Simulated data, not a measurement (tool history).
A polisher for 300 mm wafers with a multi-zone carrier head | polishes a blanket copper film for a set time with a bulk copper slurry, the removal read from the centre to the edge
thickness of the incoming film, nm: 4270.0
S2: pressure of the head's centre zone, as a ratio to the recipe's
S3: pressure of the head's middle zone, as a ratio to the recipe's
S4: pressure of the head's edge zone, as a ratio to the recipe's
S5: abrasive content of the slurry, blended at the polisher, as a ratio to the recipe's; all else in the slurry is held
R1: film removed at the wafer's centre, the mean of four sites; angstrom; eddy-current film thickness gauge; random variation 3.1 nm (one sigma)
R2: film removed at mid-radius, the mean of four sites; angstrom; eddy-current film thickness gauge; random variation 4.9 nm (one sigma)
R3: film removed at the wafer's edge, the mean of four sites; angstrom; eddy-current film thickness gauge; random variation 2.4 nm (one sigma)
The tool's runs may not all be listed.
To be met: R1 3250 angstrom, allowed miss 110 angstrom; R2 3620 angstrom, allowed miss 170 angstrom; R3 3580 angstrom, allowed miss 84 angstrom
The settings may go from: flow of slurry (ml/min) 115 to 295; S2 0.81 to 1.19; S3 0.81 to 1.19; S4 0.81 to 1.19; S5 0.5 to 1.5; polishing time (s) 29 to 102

run 1 day=0 | flow_of_slurry_(ml/min)=190 S2=1 S3=1 S4=1 S5=1 polishing_time_(s)=65 | R1=4810.9 R2=4554.2 R3=4754.4
run 2 day=0.083 | flow_of_slurry_(ml/min)=180 S2=0.96 S3=1 S4=0.96 S5=0.85 polishing_time_(s)=64 | R1=4516.2 R2=4317.8 R3=4406.1
run 3 day=0.308 | flow_of_slurry_(ml/min)=180 S2=0.91 S3=1 S4=0.96 S5=0.85 polishing_time_(s)=64 | R1=4165.9 R2=4428.5 R3=4449.4
run 4 day=0.629 | flow_of_slurry_(ml/min)=180 S2=0.91 S3=1 S4=0.96 S5=0.7 polishing_time_(s)=64 | R1=3978.6 R2=4240 R3=4154
run 5 day=0.858 | flow_of_slurry_(ml/min)=165 S2=0.91 S3=1 S4=0.96 S5=0.7 polishing_time_(s)=64 | R1=3936.3 R2=4142.8 R3=4204
run 6 day=1.025 | flow_of_slurry_(ml/min)=165 S2=0.89 S3=0.99 S4=0.94 S5=0.65 polishing_time_(s)=63 | R1=3766.4 R2=3994.5 R3=4031
run 7 day=1.112 | flow_of_slurry_(ml/min)=160 S2=0.87 S3=0.99 S4=0.92 S5=0.6 polishing_time_(s)=62 | R1=3570.8 R2=3836.4 R3=3849.2
run 8 day=1.367 | flow_of_slurry_(ml/min)=130 S2=0.81 S3=0.98 S4=0.84 S5=0.55 polishing_time_(s)=62 | R1=3107 R2=3683.3 R3=3508.6

4 next moves are on the table. One of them brings every result within its allowed miss. Which?
run A day=1.621 | flow_of_slurry_(ml/min)=140 S2=0.81 S3=0.97 S4=0.93 S5=0.6 polishing_time_(s)=59 | R1=? R2=? R3=?
run B day=1.621 | flow_of_slurry_(ml/min)=120 S2=0.83 S3=1.06 S4=0.82 S5=0.5 polishing_time_(s)=66 | R1=? R2=? R3=?
run C day=1.621 | flow_of_slurry_(ml/min)=230 S2=0.9 S3=1.06 S4=0.91 S5=0.5 polishing_time_(s)=54 | R1=? R2=? R3=?
run D day=1.621 | flow_of_slurry_(ml/min)=125 S2=0.84 S3=0.97 S4=0.85 S5=0.7 polishing_time_(s)=59 | R1=? R2=? R3=?

move=A R1=3078.6 R2=3597.8 R3=3641.4
move=B R1=3305 R2=3938.3 R3=3642.7
move=C R1=3245.7 R2=3524.8 R3=3330.8
move=D R1=3233.1 R2=3651.2 R3=3569.1
A: further off than the last run
B: brings the result that was furthest off to its target, and leaves another outside
C: brings the result that was furthest off to its target, and leaves another outside
D: meets every target
Answer: D

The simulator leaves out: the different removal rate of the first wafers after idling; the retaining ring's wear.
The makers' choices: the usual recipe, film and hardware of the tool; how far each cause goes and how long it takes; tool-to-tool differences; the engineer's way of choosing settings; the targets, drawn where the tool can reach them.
